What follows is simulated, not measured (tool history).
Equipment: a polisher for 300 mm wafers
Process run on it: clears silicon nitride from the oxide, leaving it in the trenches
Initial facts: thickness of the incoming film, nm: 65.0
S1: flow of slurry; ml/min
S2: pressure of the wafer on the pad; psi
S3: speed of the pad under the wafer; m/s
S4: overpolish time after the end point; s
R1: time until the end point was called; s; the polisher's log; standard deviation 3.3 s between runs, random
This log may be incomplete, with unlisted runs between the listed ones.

run,hour,S1,S2,S3,S4,R1
1,0,230,2.2,0.86,7,133.1
2,3.5,265,2.2,0.86,7,132.46
3,7.7,265,2.2,0.86,5,130.57
4,15.8,265,2.5,0.86,5,113.86
5,23.7,265,2.1,0.84,5,138.56
6,28.4,265,2.3,0.84,5,124.62

Run 7 comes next. What will it give?
7,33.9,265,2,0.82,5,?

Logged for run 7: R1 147.63 s.
